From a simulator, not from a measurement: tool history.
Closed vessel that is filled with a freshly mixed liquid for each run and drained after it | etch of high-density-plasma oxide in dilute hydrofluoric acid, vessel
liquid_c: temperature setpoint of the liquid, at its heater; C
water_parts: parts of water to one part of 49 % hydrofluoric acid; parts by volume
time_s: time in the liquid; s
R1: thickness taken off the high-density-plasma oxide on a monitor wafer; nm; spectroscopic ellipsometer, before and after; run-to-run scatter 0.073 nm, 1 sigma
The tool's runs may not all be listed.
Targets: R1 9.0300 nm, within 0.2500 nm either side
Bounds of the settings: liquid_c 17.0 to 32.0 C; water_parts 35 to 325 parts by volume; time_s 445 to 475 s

{"run": 1, "hour": 0.0, "liquid_c": 24.0, "water_parts": 180, "time_s": 445, "R1": 12.093}
{"run": 2, "hour": 0.7, "liquid_c": 24.0, "water_parts": 210, "time_s": 445, "R1": 10.013}
{"run": 3, "hour": 2.3, "liquid_c": 24.0, "water_parts": 165, "time_s": 445, "R1": 13.345}
{"run": 4, "hour": 11.0, "liquid_c": 23.0, "water_parts": 170, "time_s": 445, "R1": 12.173}
{"run": 5, "hour": 13.9, "liquid_c": 22.0, "water_parts": 170, "time_s": 445, "R1": 11.84}
{"hour": 20.2, "done": "thermometer replaced"}
{"run": 6, "hour": 20.2, "liquid_c": 21.0, "water_parts": 170, "time_s": 445, "R1": 12.615}
{"run": 7, "hour": 26.3, "liquid_c": 21.0, "water_parts": 170, "time_s": 445, "R1": 12.49}
{"run": 8, "hour": 29.0, "liquid_c": 21.0, "water_parts": 180, "time_s": 445, "R1": 11.701}
{"run": 9, "hour": 35.9, "liquid_c": 21.0, "water_parts": 180, "time_s": 445, "R1": 11.711}
{"run": 10, "hour": 37.1, "liquid_c": 21.0, "water_parts": 190, "time_s": 445, "R1": 10.892}
{"run": 11, "hour": 41.2, "liquid_c": 20.5, "water_parts": 195, "time_s": 445, "R1": 10.346}
{"run": 12, "hour": 45.4, "liquid_c": 20.0, "water_parts": 200, "time_s": 445, "R1": 9.8299}
{"run": 13, "hour": 46.4, "liquid_c": 19.5, "water_parts": 200, "time_s": 445, "R1": 9.8516}
{"run": 14, "hour": 50.2, "liquid_c": 19.0, "water_parts": 200, "time_s": 445, "R1": 9.5021}

Below are 4 possible settings for the next run. Only one of them brings all results inside the allowed miss of their targets. Which is it?
{"run": "A", "hour": 54.0, "liquid_c": 18.5, "water_parts": 200, "time_s": 470, "R1": "?"}
{"run": "B", "hour": 54.0, "liquid_c": 19.0, "water_parts": 215, "time_s": 460, "R1": "?"}
{"run": "C", "hour": 54.0, "liquid_c": 21.0, "water_parts": 205, "time_s": 445, "R1": "?"}
{"run": "D", "hour": 54.0, "liquid_c": 19.5, "water_parts": 205, "time_s": 450, "R1": "?"}

move=A R1=9.8054
move=B R1=8.9747
move=C R1=9.9282
move=D R1=9.4779
A: moves away from the targets compared with the last run
B: all results in spec
C: moves away from the targets compared with the last run
D: an improvement on the last run, though not all results are within tolerance
Answer: B
